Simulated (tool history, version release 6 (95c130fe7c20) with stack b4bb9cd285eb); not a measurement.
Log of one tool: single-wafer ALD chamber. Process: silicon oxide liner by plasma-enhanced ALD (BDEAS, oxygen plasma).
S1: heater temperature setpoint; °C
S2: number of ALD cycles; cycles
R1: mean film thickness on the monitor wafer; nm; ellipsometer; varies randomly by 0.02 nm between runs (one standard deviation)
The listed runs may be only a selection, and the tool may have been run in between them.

Run 1, hour 0.0: S1 315 °C, S2 76 cycles. Result: R1 7.2175 nm.
Run 2, hour 5.2: S1 315 °C, S2 69 cycles. Result: R1 6.5505 nm.
Run 3, hour 8.9: S1 315 °C, S2 63 cycles. Result: R1 5.9618 nm.
Run 4, hour 9.7: S1 307 °C, S2 63 cycles. Result: R1 6.0815 nm.
Run 5, hour 11.8: S1 305 °C, S2 68 cycles. Result: R1 6.5193 nm.
At hour 16.4: thermocouple changed; heater temperature recalibrated.
Run 6, hour 16.4: S1 305 °C, S2 59 cycles. Result: R1 5.6773 nm.
Run 7, hour 19.3: S1 300 °C, S2 71 cycles. Result: R1 6.9483 nm.
Run 8, hour 24.1: S1 299 °C, S2 74 cycles. Result: R1 7.2790 nm.
Run 9, hour 29.3: S1 298 °C, S2 76 cycles. Result: R1 7.5138 nm.
Run 10, hour 38.3: S1 297 °C, S2 77 cycles. Result: R1 7.6424 nm.

Run 11 comes next. What will it give?
Run 11, hour 46.5: S1 296 °C, S2 78 cycles. Result: R1 ?.

{"run 11": {"R1": 7.7535}}
